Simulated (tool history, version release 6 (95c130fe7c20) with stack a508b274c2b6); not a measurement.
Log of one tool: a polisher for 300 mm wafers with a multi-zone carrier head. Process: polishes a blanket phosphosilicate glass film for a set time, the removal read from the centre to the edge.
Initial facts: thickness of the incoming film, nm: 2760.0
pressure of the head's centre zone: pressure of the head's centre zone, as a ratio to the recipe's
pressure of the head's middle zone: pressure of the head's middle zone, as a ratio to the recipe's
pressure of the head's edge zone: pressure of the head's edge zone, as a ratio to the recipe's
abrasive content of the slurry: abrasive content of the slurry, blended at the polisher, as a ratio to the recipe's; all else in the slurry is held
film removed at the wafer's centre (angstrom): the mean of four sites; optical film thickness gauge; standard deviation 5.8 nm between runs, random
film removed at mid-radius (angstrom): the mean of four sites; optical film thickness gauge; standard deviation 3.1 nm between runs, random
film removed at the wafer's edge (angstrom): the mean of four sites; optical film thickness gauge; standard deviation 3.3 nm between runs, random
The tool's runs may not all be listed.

run  hour  flow of slurry (ml/min)  pressure of the head's centre zone  pressure of the head's middle zone  pressure of the head's edge zone  abrasive content of the slurry  polishing time (s)  film removed at the wafer's centre (angstrom)  film removed at mid-radius (angstrom)  film removed at the wafer's edge (angstrom)
  1     0                      145                                   1                                   1                                 1                               1                  58                                         4779.3                                 4840.5                                         4928
  2   7.3                      120                                   1                                   1                                 1                               1                  58                                         4751.9                                 4677.6                                       4732.1
  3  13.9                      120                                   1                                   1                                 1                               1                  71                                           5813                                 5847.4                                       5948.7
  4  17.4                      120                                1.05                                   1                                 1                               1                  71                                         6010.2                                 5803.9                                       5970.1
  5  25.8                      115                                1.06                                1.01                              0.98                            0.95                  69                                         5755.8                                 5534.7                                       5658.5
  6  27.7                      115                                1.02                                1.01                              0.98                            0.95                  69                                         5600.3                                 5521.3                                       5557.6
  7  30.5                      110                                1.03                                1.02                              0.96                             0.9                  67                                         5284.3                                 5314.8                                       5347.6

For run 8, what comes out?
  8  34.7                      110                                1.03                                1.02                              0.96                             0.9                  67                                              ?                                      ?                                            ?

For run 8 the tool returned film removed at the wafer's centre (angstrom) 5322.3, film removed at mid-radius (angstrom) 5311.8, film removed at the wafer's edge (angstrom) 5195.7.
